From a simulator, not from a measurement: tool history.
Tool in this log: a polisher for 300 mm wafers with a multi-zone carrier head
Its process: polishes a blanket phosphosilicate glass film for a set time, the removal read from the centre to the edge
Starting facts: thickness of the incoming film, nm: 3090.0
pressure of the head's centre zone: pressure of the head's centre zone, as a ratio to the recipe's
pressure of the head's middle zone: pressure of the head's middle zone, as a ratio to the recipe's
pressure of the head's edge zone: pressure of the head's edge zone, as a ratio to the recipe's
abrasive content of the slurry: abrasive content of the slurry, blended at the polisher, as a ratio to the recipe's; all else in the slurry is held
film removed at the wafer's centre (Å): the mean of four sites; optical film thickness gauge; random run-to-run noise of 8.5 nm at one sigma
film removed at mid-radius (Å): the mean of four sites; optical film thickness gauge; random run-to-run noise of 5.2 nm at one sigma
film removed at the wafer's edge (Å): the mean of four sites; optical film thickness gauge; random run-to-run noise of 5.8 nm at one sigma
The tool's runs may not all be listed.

| run | day | flow of slurry (ml/min) | pressure of the head's centre zone | pressure of the head's middle zone | pressure of the head's edge zone | abrasive content of the slurry | polishing time (s) | film removed at the wafer's centre (Å) | film removed at mid-radius (Å) | film removed at the wafer's edge (Å) |
|---|---|---|---|---|---|---|---|---|---|---|
| 1 | 0 | 300 | 1 | 1 | 1 | 1 | 71 | 4696.7 | 4868 | 4793.7 |
| 2 | 0.308 | 300 | 0.91 | 1 | 1 | 1 | 71 | 4294.1 | 4744.2 | 4779.6 |
| 3 | 0.654 | 300 | 0.92 | 0.99 | 1.02 | 1.05 | 72 | 4616 | 4972 | 5005.7 |
| 4 | 0.729 | 300 | 0.92 | 0.99 | 1.02 | 0.85 | 72 | 3942.2 | 4405.5 | 4438.6 |
| 5 | 0.979 | 300 | 0.92 | 0.97 | 1.03 | 0.9 | 72 | 4246.2 | 4518.1 | 4698.4 |
| 6 | 1.088 | 240 | 0.92 | 0.97 | 1.03 | 0.9 | 72 | 4035.9 | 4403.2 | 4571.8 |

Run 7, settings as shown, results not yet in. Your forecast:
| 7 | 1.442 | 325 | 0.99 | 0.88 | 1.13 | 1.15 | 75 | ? | ? | ? |

film removed at the wafer's centre (Å): 5238.4
film removed at mid-radius (Å): 4989.3
film removed at the wafer's edge (Å): 5862.5

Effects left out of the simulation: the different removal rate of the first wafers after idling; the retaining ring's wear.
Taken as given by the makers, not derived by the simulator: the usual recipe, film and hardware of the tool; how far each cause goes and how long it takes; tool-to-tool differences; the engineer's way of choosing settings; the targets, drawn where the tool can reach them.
